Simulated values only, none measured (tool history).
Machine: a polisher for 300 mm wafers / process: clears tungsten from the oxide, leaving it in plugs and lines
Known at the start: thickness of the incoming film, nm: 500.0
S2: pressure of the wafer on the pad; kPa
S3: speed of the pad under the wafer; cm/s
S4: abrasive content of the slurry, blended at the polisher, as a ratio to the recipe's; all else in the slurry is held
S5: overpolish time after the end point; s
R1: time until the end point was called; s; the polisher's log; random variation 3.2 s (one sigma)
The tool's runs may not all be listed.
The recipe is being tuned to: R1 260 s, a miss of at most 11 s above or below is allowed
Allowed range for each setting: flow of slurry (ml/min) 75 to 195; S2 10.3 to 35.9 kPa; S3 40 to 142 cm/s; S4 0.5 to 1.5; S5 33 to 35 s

{"run": 1, "hour": 0.0, "flow of slurry (ml/min)": 125, "S2": 22.8, "S3": 90, "S4": 1, "S5": 33, "R1": 126.01}
{"run": 2, "hour": 1.4, "flow of slurry (ml/min)": 120, "S2": 20, "S3": 86, "S4": 1, "S5": 33, "R1": 149.2}
{"run": 3, "hour": 3.7, "flow of slurry (ml/min)": 115, "S2": 17.9, "S3": 84, "S4": 1, "S5": 33, "R1": 167.32}
{"run": 4, "hour": 9.0, "flow of slurry (ml/min)": 115, "S2": 17.9, "S3": 84, "S4": 1.15, "S5": 33, "R1": 167.9}
{"run": 5, "hour": 9.5, "flow of slurry (ml/min)": 115, "S2": 20.7, "S3": 84, "S4": 1.15, "S5": 33, "R1": 146.6}
{"run": 6, "hour": 14.9, "flow of slurry (ml/min)": 100, "S2": 20.7, "S3": 84, "S4": 1.15, "S5": 33, "R1": 149.5}
{"hour": 16.8, "done": "slurry blender recalibrated"}
{"run": 7, "hour": 16.8, "flow of slurry (ml/min)": 100, "S2": 17.9, "S3": 82, "S4": 1.15, "S5": 33, "R1": 167.62}
{"run": 8, "hour": 17.7, "flow of slurry (ml/min)": 100, "S2": 15.9, "S3": 78, "S4": 1.15, "S5": 33, "R1": 196.78}
{"run": 9, "hour": 20.8, "flow of slurry (ml/min)": 100, "S2": 14.5, "S3": 78, "S4": 1.15, "S5": 33, "R1": 206.99}
{"run": 10, "hour": 27.7, "flow of slurry (ml/min)": 100, "S2": 13.8, "S3": 76, "S4": 1.15, "S5": 33, "R1": 222.48}
{"run": 11, "hour": 29.9, "flow of slurry (ml/min)": 100, "S2": 13.1, "S3": 76, "S4": 1.15, "S5": 33, "R1": 231.53}
{"run": 12, "hour": 31.9, "flow of slurry (ml/min)": 100, "S2": 12.4, "S3": 76, "S4": 1.15, "S5": 33, "R1": 243.87}

5 next moves are on the table. One of them brings every result within its allowed miss. Which?
{"run": "A", "hour": 33.9, "flow of slurry (ml/min)": 90, "S2": 12.4, "S3": 70, "S4": 1.3, "S5": 33, "R1": "?"}
{"run": "B", "hour": 33.9, "flow of slurry (ml/min)": 85, "S2": 12.4, "S3": 78, "S4": 1.35, "S5": 33, "R1": "?"}
{"run": "C", "hour": 33.9, "flow of slurry (ml/min)": 90, "S2": 12.4, "S3": 84, "S4": 1.15, "S5": 34, "R1": "?"}
{"run": "D", "hour": 33.9, "flow of slurry (ml/min)": 85, "S2": 15.9, "S3": 66, "S4": 1.05, "S5": 33, "R1": "?"}
{"run": "E", "hour": 33.9, "flow of slurry (ml/min)": 85, "S2": 11, "S3": 90, "S4": 1.3, "S5": 35, "R1": "?"}

move=A R1=264.11
move=B R1=238.65
move=C R1=226.43
move=D R1=235.9
move=E R1=230.85
A: every result within its allowed miss
B: misses by more than the last run did
C: misses by more than the last run did
D: misses by more than the last run did
E: misses by more than the last run did
Answer: A

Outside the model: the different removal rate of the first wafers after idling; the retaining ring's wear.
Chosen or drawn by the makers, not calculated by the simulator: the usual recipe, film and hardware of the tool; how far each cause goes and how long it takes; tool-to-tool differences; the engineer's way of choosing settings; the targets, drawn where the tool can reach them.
